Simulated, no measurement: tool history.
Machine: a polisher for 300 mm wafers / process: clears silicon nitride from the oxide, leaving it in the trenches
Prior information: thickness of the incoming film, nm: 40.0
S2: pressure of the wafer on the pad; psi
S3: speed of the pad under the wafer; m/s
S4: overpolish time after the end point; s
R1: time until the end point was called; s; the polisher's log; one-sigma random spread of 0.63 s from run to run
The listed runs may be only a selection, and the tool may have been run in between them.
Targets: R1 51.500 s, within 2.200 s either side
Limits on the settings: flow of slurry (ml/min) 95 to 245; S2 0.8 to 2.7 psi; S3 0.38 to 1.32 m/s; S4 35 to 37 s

run 1 hour=0.0 | flow_of_slurry_(ml/min)=155 S2=1.7 S3=0.84 S4=35 | R1=68.026
run 2 hour=4.2 | flow_of_slurry_(ml/min)=155 S2=1.8 S3=0.84 S4=35 | R1=66.352
run 3 hour=12.0 | flow_of_slurry_(ml/min)=155 S2=1.8 S3=0.84 S4=37 | R1=65.174
run 4 hour=20.6 | flow_of_slurry_(ml/min)=155 S2=1.9 S3=0.84 S4=37 | R1=63.745
run 5 hour=28.0 | flow_of_slurry_(ml/min)=155 S2=1.9 S3=0.84 S4=35 | R1=62.277
run 6 hour=29.0 | flow_of_slurry_(ml/min)=155 S2=2.0 S3=0.84 S4=35 | R1=61.168
run 7 hour=34.9 | flow_of_slurry_(ml/min)=155 S2=2.1 S3=0.84 S4=35 | R1=58.413
run 8 hour=36.0 | flow_of_slurry_(ml/min)=155 S2=2.2 S3=0.84 S4=35 | R1=56.905

Pick the move, out of 5, that brings all results within their allowed miss; only one does.
run A hour=37.1 | flow_of_slurry_(ml/min)=165 S2=2.0 S3=0.88 S4=35 | R1=?
run B hour=37.1 | flow_of_slurry_(ml/min)=135 S2=1.8 S3=0.82 S4=37 | R1=?
run C hour=37.1 | flow_of_slurry_(ml/min)=135 S2=2.3 S3=1.00 S4=35 | R1=?
run D hour=37.1 | flow_of_slurry_(ml/min)=220 S2=2.1 S3=0.90 S4=37 | R1=?
run E hour=37.1 | flow_of_slurry_(ml/min)=220 S2=2.5 S3=0.68 S4=37 | R1=?

move=A R1=56.645
move=B R1=67.333
move=C R1=45.723
move=D R1=51.729
move=E R1=58.903
A: just as far off the targets as the last run
B: lands further from the targets than the last run did
C: takes the biggest miss from the last run beyond its target
D: meets every target
E: lands further from the targets than the last run did
Answer: D
